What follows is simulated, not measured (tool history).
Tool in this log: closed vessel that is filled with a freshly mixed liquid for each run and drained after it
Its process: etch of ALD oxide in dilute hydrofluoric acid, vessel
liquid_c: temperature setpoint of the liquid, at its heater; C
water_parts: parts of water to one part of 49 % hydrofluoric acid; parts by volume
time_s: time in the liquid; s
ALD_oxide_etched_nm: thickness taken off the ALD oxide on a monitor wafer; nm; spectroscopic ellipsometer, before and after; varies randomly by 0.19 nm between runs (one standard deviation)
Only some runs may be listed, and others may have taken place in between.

run 1 hour=0 | liquid_c=22 water_parts=200 time_s=700 | ALD_oxide_etched_nm=65.902
run 2 hour=1.5 | liquid_c=24 water_parts=200 time_s=700 | ALD_oxide_etched_nm=70.555
run 3 hour=5.1 | liquid_c=24 water_parts=200 time_s=700 | ALD_oxide_etched_nm=70.091
run 4 hour=9.8 | liquid_c=22 water_parts=225 time_s=700 | ALD_oxide_etched_nm=56.338
run 5 hour=16.4 | liquid_c=20.5 water_parts=240 time_s=700 | ALD_oxide_etched_nm=49.765
run 6 hour=24.3 | liquid_c=18.5 water_parts=240 time_s=700 | ALD_oxide_etched_nm=46.034

Run 7 has not been measured yet. What should we expect?
run 7 hour=28.6 | liquid_c=18 water_parts=250 time_s=700 | ALD_oxide_etched_nm=?

Logged for run 7: ALD_oxide_etched_nm 42.934 nm.

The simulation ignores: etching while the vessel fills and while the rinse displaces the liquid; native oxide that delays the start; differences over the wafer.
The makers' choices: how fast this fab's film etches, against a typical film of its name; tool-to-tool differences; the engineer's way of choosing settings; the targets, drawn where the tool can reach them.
